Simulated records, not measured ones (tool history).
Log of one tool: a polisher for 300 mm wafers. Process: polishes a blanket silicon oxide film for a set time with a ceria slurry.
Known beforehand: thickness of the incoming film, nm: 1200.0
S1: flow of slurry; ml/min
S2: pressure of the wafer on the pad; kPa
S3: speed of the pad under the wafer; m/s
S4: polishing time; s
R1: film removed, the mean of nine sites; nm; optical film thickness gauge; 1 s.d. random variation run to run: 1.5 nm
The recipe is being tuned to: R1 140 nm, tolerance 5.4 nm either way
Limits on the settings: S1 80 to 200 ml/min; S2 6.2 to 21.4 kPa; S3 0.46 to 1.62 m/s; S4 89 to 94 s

run	hour	S1	S2	S3	S4	R1
1	0	130	13.8	1.04	89	249
2	0.7	130	13.8	0.88	89	209.61
3	5.2	130	13.1	0.88	89	201.43
4	13.1	130	13.1	0.88	94	214
5	21.8	130	13.1	0.88	89	203.55
6	28.6	130	12.4	0.88	89	190.52
7	29.2	130	11.7	0.88	89	186.26
8	33.6	130	11	0.88	89	177.82
9	40.7	115	7.6	0.86	89	128.4
10	42.2	120	7.6	0.86	89	128.32
11	44.5	120	7.6	0.86	89	125.77

Pick the move, out of 4, that brings all results within their allowed miss; only one does.
A	46.8	85	9	0.94	94	?
B	46.8	85	8.3	1.02	93	?
C	46.8	125	8.3	0.86	92	?
D	46.8	80	6.9	0.84	91	?

move	R1
A	151.39
B	152.94
C	142.04
D	107.04
A: takes the biggest miss from the last run beyond its target
B: takes the biggest miss from the last run beyond its target
C: every result within its allowed miss
D: misses by more than the last run did
The move that meets every target is C.

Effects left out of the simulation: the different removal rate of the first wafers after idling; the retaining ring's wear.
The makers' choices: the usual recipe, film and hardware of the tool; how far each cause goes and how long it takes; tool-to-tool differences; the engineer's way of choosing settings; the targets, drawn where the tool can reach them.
